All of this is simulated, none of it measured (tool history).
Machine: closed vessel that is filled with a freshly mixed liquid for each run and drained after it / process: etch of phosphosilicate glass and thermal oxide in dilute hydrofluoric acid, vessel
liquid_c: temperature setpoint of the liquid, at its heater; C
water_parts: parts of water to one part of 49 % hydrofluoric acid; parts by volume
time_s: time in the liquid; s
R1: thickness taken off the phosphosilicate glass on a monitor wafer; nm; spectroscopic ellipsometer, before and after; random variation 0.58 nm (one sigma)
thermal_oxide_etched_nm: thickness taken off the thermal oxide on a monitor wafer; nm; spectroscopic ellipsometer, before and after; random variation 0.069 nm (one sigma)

run 1 hour=0 | liquid_c=24 water_parts=200 time_s=60 | R1=53.195 thermal_oxide_etched_nm=1.233
run 2 hour=3.3 | liquid_c=24 water_parts=200 time_s=70 | R1=62.227 thermal_oxide_etched_nm=1.4466
run 3 hour=12.4 | liquid_c=25.5 water_parts=195 time_s=70 | R1=67.167 thermal_oxide_etched_nm=1.5625
run 4 hour=21.5 | liquid_c=22.5 water_parts=195 time_s=70 | R1=60.036 thermal_oxide_etched_nm=1.3811
run 5 hour=24.2 | liquid_c=24.5 water_parts=190 time_s=70 | R1=66.643 thermal_oxide_etched_nm=1.5008
run 6 hour=25.3 | liquid_c=28 water_parts=190 time_s=70 | R1=76.433 thermal_oxide_etched_nm=1.6807
run 7 hour=32 | liquid_c=28.5 water_parts=185 time_s=70 | R1=80.494 thermal_oxide_etched_nm=1.7753
run 8 hour=38.8 | liquid_c=29 water_parts=180 time_s=70 | R1=84.087 thermal_oxide_etched_nm=1.8233

Estimate the outcome of run 9 from the log above:
run 9 hour=40.8 | liquid_c=29.5 water_parts=180 time_s=70 | R1=? thermal_oxide_etched_nm=?

Run 9 measured R1 85.392 nm, thermal_oxide_etched_nm 2.0477 nm.
